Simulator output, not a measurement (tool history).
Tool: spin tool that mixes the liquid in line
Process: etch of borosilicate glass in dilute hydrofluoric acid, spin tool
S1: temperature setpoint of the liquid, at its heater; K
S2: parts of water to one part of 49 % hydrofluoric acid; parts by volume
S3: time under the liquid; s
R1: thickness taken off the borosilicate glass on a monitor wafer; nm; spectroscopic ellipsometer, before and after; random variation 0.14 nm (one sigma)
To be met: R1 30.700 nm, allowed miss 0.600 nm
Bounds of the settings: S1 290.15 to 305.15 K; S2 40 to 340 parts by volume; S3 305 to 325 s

run    day      S1   S2   S3      R1
  1  0.000  297.15  190  305  57.038
  2  0.188  297.15  225  305  46.623
  3  0.346  296.15  230  305  43.449
  4  0.383  295.15  235  305  41.084
  5  0.450  295.15  280  305  32.745
  6  0.562  294.65  280  305  31.999
  7  0.917  294.65  280  305  32.270
  8  0.975  294.15  280  305  31.598

5 next moves are on the table. One of them brings every result within its allowed miss. Which?
  A  1.033  294.65  300  305   ?
  B  1.033  294.15  300  310   ?
  C  1.033  292.65  300  320   ?
  D  1.033  292.65  295  315   ?
  E  1.033  296.65  310  310   ?

move      R1
   A  29.433
   B  29.393
   C  28.760
   D  28.923
   E  30.724
A: takes the result that was furthest off past its target
B: takes the result that was furthest off past its target
C: takes the result that was furthest off past its target
D: takes the result that was furthest off past its target
E: meets every target
Move E is the one to make.

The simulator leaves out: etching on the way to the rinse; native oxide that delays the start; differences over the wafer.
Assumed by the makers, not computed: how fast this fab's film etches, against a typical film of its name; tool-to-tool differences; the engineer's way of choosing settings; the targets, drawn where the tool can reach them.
